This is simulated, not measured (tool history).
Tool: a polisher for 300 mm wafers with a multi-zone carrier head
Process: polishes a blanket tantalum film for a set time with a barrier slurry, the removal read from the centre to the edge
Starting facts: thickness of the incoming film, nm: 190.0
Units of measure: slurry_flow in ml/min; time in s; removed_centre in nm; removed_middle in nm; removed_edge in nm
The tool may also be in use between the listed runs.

run  hour  slurry_flow  centre_zone  middle_zone  edge_zone  slurry_solids  time  removed_centre  removed_middle  removed_edge
  1   0.0          185         1.00         1.00       1.00           1.00    35          56.180          55.061        56.865
  2   1.1          185         1.00         1.00       0.92           1.00    35          55.324          54.716        54.557
  3   8.1          175         1.01         0.95       0.91           0.85    34          51.128          47.731        49.429
  4  14.9          165         1.01         0.91       0.91           0.80    34          48.468          44.875        46.966
  5  20.3          165         1.01         0.91       0.84           0.80    34          46.977          44.031        46.700
  6  27.0          165         1.05         0.91       0.84           0.80    34          51.989          44.871        47.186
  7  27.5          155         1.05         0.88       0.87           0.75    34          47.263          41.133        45.771
  8  31.0          150         1.06         0.87       0.86           0.75    34          49.410          40.623        45.032

Run 9, settings as shown, results not yet in. Your forecast:
  9  37.4          140         1.05         0.86       0.86           0.75    34               ?               ?             ?

{"run 9": {"removed_centre": 46.872, "removed_middle": 39.591, "removed_edge": 46.093}}
